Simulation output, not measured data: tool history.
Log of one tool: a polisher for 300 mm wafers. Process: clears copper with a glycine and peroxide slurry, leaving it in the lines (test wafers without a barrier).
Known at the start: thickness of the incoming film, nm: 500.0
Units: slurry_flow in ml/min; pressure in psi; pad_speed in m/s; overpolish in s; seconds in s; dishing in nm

Run 1, hour 0.0: slurry_flow 195 ml/min, pressure 2.0 psi, pad_speed 1.26 m/s, overpolish 14 s. Result: seconds 105.870 s, dishing 22.691 nm.
Run 2, hour 3.6: slurry_flow 195 ml/min, pressure 2.2 psi, pad_speed 1.26 m/s, overpolish 14 s. Result: seconds 99.017 s, dishing 22.694 nm.
Run 3, hour 8.9: slurry_flow 240 ml/min, pressure 2.2 psi, pad_speed 1.26 m/s, overpolish 14 s. Result: seconds 99.453 s, dishing 22.964 nm.
Run 4, hour 17.0: slurry_flow 240 ml/min, pressure 2.2 psi, pad_speed 1.26 m/s, overpolish 20 s. Result: seconds 98.481 s, dishing 24.562 nm.
Run 5, hour 17.9: slurry_flow 240 ml/min, pressure 2.0 psi, pad_speed 1.26 m/s, overpolish 19 s. Result: seconds 105.920 s, dishing 24.481 nm.
Run 6, hour 23.9: slurry_flow 240 ml/min, pressure 2.0 psi, pad_speed 1.26 m/s, overpolish 17 s. Result: seconds 106.120 s, dishing 23.456 nm.
Run 7, hour 25.8: slurry_flow 240 ml/min, pressure 1.9 psi, pad_speed 1.26 m/s, overpolish 17 s. Result: seconds 111.010 s, dishing 24.147 nm.

Run 8 comes next. What will it give?
Run 8, hour 30.4: slurry_flow 240 ml/min, pressure 1.8 psi, pad_speed 1.26 m/s, overpolish 16 s. Result: seconds ?, dishing ?.

Run 8 gave seconds 114.860 s, dishing 23.069 nm.
